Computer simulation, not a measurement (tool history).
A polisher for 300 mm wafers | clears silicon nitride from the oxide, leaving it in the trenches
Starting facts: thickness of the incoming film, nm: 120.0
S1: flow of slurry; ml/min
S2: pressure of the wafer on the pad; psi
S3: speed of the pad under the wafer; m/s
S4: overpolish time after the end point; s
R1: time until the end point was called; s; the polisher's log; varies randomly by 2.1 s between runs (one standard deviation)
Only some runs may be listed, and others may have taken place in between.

run	hour	S1	S2	S3	S4	R1
1	0.0	245	2.8	0.94	8	186.40
2	1.5	245	2.2	0.94	8	232.11
3	8.0	245	2.7	0.94	8	187.75
4	15.1	245	2.9	0.94	8	183.35
5	15.9	245	3.1	0.96	8	157.32
6	22.4	245	3.2	0.96	8	160.02
7	30.8	245	3.3	0.96	8	155.68

Run 8 has not been measured yet. What should we expect?
8	36.6	245	3.3	0.96	8	?

R1: 148.76 s

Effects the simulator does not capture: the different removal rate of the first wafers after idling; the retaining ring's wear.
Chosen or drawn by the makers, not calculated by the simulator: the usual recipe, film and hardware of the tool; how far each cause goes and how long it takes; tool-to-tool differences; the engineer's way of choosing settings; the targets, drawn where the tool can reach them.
